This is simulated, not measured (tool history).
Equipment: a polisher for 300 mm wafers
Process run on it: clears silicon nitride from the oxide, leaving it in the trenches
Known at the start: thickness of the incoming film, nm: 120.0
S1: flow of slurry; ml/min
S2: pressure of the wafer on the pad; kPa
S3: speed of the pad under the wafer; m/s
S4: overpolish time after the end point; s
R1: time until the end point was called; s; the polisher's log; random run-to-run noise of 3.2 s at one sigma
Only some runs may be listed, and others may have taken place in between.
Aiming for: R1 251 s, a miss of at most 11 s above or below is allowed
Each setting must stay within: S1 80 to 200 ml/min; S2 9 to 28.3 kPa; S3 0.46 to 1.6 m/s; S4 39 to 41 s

run,hour,S1,S2,S3,S4,R1
1,0,130,18.6,1.02,39,130.49
2,6.2,125,15.9,0.98,39,161.51
3,8.3,120,13.8,0.98,39,182.46
4,10.9,120,12.4,0.98,39,206.14
5,11.7,120,12.4,0.98,39,203.51
6,16.3,140,12.4,0.98,39,197.04
7,17.5,140,11.7,0.98,39,209.43
8,24.3,140,11,0.98,39,222.36
9,25.6,140,10.3,0.98,39,235.95

Exactly one of the 4 candidate moves below puts every result within its allowed miss. Which one?
A,26.9,145,13.1,0.72,39,?
B,26.9,130,10.3,1.02,39,?
C,26.9,140,9.7,1.06,41,?
D,26.9,170,9,1.12,39,?

move,R1
A,249.06
B,227.97
C,230.85
D,226.63
A: all results in spec
B: lands further from the targets than the last run did
C: lands further from the targets than the last run did
D: lands further from the targets than the last run did
Move A is the one to make.

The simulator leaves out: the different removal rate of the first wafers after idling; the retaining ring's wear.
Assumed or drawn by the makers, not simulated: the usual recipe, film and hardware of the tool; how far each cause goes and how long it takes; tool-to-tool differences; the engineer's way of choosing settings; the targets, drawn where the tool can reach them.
